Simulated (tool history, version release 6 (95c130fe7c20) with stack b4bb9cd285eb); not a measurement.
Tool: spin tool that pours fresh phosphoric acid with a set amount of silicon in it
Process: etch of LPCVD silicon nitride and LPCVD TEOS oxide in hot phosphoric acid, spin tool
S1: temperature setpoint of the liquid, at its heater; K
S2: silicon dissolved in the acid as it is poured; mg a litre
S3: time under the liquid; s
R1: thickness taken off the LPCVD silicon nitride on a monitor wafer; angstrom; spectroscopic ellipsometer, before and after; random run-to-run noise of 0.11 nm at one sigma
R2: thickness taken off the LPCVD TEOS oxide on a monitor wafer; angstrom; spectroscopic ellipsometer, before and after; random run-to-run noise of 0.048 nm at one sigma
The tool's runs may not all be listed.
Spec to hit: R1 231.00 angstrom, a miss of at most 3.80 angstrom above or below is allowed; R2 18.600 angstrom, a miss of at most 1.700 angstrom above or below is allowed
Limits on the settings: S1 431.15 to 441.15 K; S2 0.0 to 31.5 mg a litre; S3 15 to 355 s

run,day,S1,S2,S3,R1,R2
1,0.000,436.15,14.0,180,177.54,12.174
2,0.158,437.15,14.0,185,188.96,13.442
3,0.183,438.15,14.0,190,202.28,15.167
4,0.238,438.65,14.0,190,204.44,15.914
# day 0.346: dissolved silicon flow meter replaced
5,0.346,438.65,6.0,190,204.17,19.132
6,0.388,439.15,8.0,190,208.05,18.555
7,0.692,439.15,8.0,190,208.21,18.617
8,0.829,439.65,9.5,190,212.82,18.593
9,0.938,440.15,10.5,190,214.84,19.129
10,1.067,440.65,17.5,205,235.38,17.096
11,1.358,440.65,16.5,205,235.75,19.675

Which one of the following 4 next-run settings gets every result inside its allowed miss? There is exactly one.
A,1.650,437.15,9.5,225,?,?
B,1.650,441.15,8.5,195,?,?
C,1.650,440.15,17.5,215,?,?
D,1.650,441.15,8.0,200,?,?

move,R1,R2
A,230.05,18.386
B,227.21,21.728
C,242.52,17.985
D,233.04,22.525
A: every result within its allowed miss
B: gets the furthest-off result to its target, but another result is out of tolerance
C: misses by more than the last run did
D: gets the furthest-off result to its target, but another result is out of tolerance
Move A is the one to make.

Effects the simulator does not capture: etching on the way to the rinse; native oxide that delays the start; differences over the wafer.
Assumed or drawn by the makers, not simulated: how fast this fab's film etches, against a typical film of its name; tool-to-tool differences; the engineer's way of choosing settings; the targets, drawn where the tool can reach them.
